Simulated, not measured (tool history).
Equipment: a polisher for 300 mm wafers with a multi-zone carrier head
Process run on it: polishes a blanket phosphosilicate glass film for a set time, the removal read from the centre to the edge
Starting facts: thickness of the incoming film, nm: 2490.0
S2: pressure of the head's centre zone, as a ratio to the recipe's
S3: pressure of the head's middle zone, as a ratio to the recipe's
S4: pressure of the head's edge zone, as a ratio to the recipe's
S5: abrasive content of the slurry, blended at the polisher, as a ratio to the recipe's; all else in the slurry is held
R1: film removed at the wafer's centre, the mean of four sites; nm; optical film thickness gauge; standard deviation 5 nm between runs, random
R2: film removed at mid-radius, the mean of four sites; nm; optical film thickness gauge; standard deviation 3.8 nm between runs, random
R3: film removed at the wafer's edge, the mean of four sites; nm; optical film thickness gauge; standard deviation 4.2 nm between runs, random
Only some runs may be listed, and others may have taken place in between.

Run 1, hour 0: flow of slurry (ml/min) 130, S2 1, S3 1, S4 1, S5 1, polishing time (s) 44. Result: R1 538.89 nm, R2 546.33 nm, R3 536.04 nm.
Run 2, hour 6.4: flow of slurry (ml/min) 110, S2 1, S3 1, S4 1, S5 1, polishing time (s) 44. Result: R1 526.59 nm, R2 528.68 nm, R3 528.04 nm.
Run 3, hour 7.3: flow of slurry (ml/min) 110, S2 1, S3 1, S4 1, S5 1, polishing time (s) 51. Result: R1 603.08 nm, R2 611.74 nm, R3 599.53 nm.
Run 4, hour 8.2: flow of slurry (ml/min) 85, S2 1, S3 1, S4 1, S5 1, polishing time (s) 51. Result: R1 566.7 nm, R2 589.68 nm, R3 588.29 nm.
Run 5, hour 11.9: flow of slurry (ml/min) 85, S2 1, S3 1, S4 1, S5 1.15, polishing time (s) 51. Result: R1 618.25 nm, R2 625.29 nm, R3 631.02 nm.
Run 6, hour 17.4: flow of slurry (ml/min) 85, S2 1, S3 1, S4 1, S5 1.15, polishing time (s) 57. Result: R1 690.61 nm, R2 710.56 nm, R3 704.23 nm.
Run 7, hour 25.6: flow of slurry (ml/min) 85, S2 1, S3 1, S4 1, S5 1.15, polishing time (s) 57. Result: R1 694.55 nm, R2 710.09 nm, R3 713.98 nm.
Run 8, hour 29.8: flow of slurry (ml/min) 105, S2 1.08, S3 0.94, S4 0.9, S5 0.9, polishing time (s) 57. Result: R1 678.3 nm, R2 622.31 nm, R3 598.68 nm.
Run 9, hour 34.8: flow of slurry (ml/min) 100, S2 1.08, S3 0.94, S4 0.89, S5 0.9, polishing time (s) 57. Result: R1 673.25 nm, R2 617.98 nm, R3 595.43 nm.

Predict the results of run 10:
Run 10, hour 43.6: flow of slurry (ml/min) 100, S2 1.08, S3 0.94, S4 0.88, S5 0.9, polishing time (s) 57. Result: R1 ?, R2 ?, R3 ?.

{"run 10": {"R1": 668.55, "R2": 614.41, "R3": 596.43}}

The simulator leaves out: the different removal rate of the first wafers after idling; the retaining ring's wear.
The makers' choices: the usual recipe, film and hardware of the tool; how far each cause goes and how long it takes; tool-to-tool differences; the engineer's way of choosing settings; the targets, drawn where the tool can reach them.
